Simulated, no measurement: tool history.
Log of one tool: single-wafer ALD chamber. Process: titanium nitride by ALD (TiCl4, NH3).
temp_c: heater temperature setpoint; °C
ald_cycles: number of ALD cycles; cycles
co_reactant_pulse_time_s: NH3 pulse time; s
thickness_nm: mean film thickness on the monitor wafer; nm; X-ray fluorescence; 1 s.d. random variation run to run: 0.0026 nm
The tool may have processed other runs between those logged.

Run 1, day 0.000: temp_c 390 °C, ald_cycles 51 cycles, co_reactant_pulse_time_s 1.57 s. Result: thickness_nm 1.1460 nm.
Run 2, day 0.371: temp_c 388 °C, ald_cycles 51 cycles, co_reactant_pulse_time_s 1.47 s. Result: thickness_nm 1.1344 nm.
Run 3, day 0.733: temp_c 386 °C, ald_cycles 51 cycles, co_reactant_pulse_time_s 1.44 s. Result: thickness_nm 1.1305 nm.
Run 4, day 0.871: temp_c 385 °C, ald_cycles 51 cycles, co_reactant_pulse_time_s 1.42 s. Result: thickness_nm 1.1257 nm.
Run 5, day 1.167: temp_c 383 °C, ald_cycles 51 cycles, co_reactant_pulse_time_s 1.42 s. Result: thickness_nm 1.1280 nm.
Run 6, day 1.308: temp_c 382 °C, ald_cycles 51 cycles, co_reactant_pulse_time_s 1.37 s. Result: thickness_nm 1.1168 nm.

For run 7, what comes out?
At day 1.650: thermocouple changed; heater temperature recalibrated.
Run 7, day 1.650: temp_c 381 °C, ald_cycles 51 cycles, co_reactant_pulse_time_s 1.37 s. Result: thickness_nm ?.

{"run 7": {"thickness_nm": 1.1164}}

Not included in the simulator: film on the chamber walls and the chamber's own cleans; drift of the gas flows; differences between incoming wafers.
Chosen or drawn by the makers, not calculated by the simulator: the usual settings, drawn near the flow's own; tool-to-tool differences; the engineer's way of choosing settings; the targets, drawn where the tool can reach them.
